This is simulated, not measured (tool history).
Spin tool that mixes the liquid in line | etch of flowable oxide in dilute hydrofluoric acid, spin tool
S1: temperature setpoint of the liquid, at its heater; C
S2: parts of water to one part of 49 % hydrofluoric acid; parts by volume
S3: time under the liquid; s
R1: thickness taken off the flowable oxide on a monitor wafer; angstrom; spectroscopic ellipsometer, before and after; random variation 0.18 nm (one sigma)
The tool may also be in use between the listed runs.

run,hour,S1,S2,S3,R1
1,0,24,95,180,561.54
2,6.9,24,75,180,720.74
3,13.7,22.5,85,180,601.98
4,21.1,22.5,85,180,596.22
5,24.9,22.5,110,180,445.81
6,31.7,22.5,110,195,489.97
7,33.9,21.5,115,195,444.56

Forecast run 8:
8,35.8,20.5,120,195,?

Run 8 gave R1 405.86 angstrom.

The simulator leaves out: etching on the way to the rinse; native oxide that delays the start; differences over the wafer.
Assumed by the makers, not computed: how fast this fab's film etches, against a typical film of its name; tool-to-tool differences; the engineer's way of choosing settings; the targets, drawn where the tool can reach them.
